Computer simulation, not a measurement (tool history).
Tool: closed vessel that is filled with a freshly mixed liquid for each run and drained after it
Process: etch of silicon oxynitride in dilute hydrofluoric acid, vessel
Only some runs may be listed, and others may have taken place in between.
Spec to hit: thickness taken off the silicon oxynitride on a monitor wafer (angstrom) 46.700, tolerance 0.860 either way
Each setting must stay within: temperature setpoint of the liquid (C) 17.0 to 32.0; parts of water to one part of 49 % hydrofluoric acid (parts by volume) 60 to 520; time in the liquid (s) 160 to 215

| run | hour | temperature setpoint of the liquid (C) | parts of water to one part of 49 % hydrofluoric acid (parts by volume) | time in the liquid (s) | thickness taken off the silicon oxynitride on a monitor wafer (angstrom) |
|---|---|---|---|---|---|
| 1 | 0.0 | 24.0 | 290 | 215 | 32.151 |
| 2 | 5.9 | 24.0 | 290 | 160 | 24.105 |
| 3 | 13.4 | 24.0 | 235 | 160 | 30.853 |
| 4 | 19.6 | 24.0 | 235 | 160 | 30.827 |
| 5 | 29.0 | 26.0 | 230 | 160 | 34.652 |
| 6 | 35.4 | 27.5 | 230 | 160 | 36.781 |
| 7 | 37.5 | 28.5 | 225 | 160 | 39.591 |
| 8 | 44.2 | 29.5 | 225 | 160 | 41.343 |
| 9 | 45.3 | 29.5 | 225 | 160 | 41.250 |
| 10 | 51.0 | 30.0 | 225 | 160 | 42.136 |
| 11 | 58.3 | 30.5 | 225 | 160 | 42.702 |
| 12 | 61.7 | 31.0 | 225 | 160 | 44.107 |
| 13 | 66.8 | 31.0 | 225 | 160 | 44.031 |

Below are 4 possible settings for the next run. Only one of them brings all results inside the allowed miss of their targets. Which is it?
| A | 71.9 | 32.0 | 255 | 160 | ? |
| B | 71.9 | 31.5 | 225 | 160 | ? |
| C | 71.9 | 30.5 | 225 | 165 | ? |
| D | 71.9 | 31.5 | 265 | 205 | ? |

| move | thickness taken off the silicon oxynitride on a monitor wafer (angstrom) |
|---|---|
| A | 39.221 |
| B | 44.703 |
| C | 44.242 |
| D | 46.998 |
A: lands further from the targets than the last run did
B: nearer the targets than the last run, but a result is still out of spec
C: nearer the targets than the last run, but a result is still out of spec
D: all results land within tolerance of their targets
Answer: D
